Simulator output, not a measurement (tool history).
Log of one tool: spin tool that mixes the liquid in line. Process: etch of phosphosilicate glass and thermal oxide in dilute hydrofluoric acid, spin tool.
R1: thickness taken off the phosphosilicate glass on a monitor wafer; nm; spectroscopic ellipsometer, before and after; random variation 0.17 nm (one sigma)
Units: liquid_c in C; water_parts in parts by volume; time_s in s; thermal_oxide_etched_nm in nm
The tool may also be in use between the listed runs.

Run 1, day 0: liquid_c 24 C, water_parts 75 parts by volume, time_s 30 s. Result: R1 37.264 nm, thermal_oxide_etched_nm 1.6841 nm.
Run 2, day 0.033: liquid_c 22.5 C, water_parts 85 parts by volume, time_s 30 s. Result: R1 30.313 nm, thermal_oxide_etched_nm 1.3452 nm.
Run 3, day 0.079: liquid_c 21.5 C, water_parts 90 parts by volume, time_s 30 s. Result: R1 27.729 nm, thermal_oxide_etched_nm 1.2193 nm.
Run 4, day 0.4: liquid_c 21.5 C, water_parts 100 parts by volume, time_s 30 s. Result: R1 23.914 nm, thermal_oxide_etched_nm 1.0777 nm.
Run 5, day 0.667: liquid_c 18.5 C, water_parts 100 parts by volume, time_s 30 s. Result: R1 21.921 nm, thermal_oxide_etched_nm 0.91652 nm.
Run 6, day 0.758: liquid_c 19 C, water_parts 105 parts by volume, time_s 30 s. Result: R1 20.782 nm, thermal_oxide_etched_nm 0.9092 nm.
Run 7, day 1.008: liquid_c 19 C, water_parts 110 parts by volume, time_s 30 s. Result: R1 19.5 nm, thermal_oxide_etched_nm 0.86678 nm.

The next listed run, before its measurement:
Run 8, day 1.1: liquid_c 18.5 C, water_parts 110 parts by volume, time_s 30 s. Result: R1 ?, thermal_oxide_etched_nm ?.

Run 8 gave R1 19.363 nm, thermal_oxide_etched_nm 0.87494 nm.
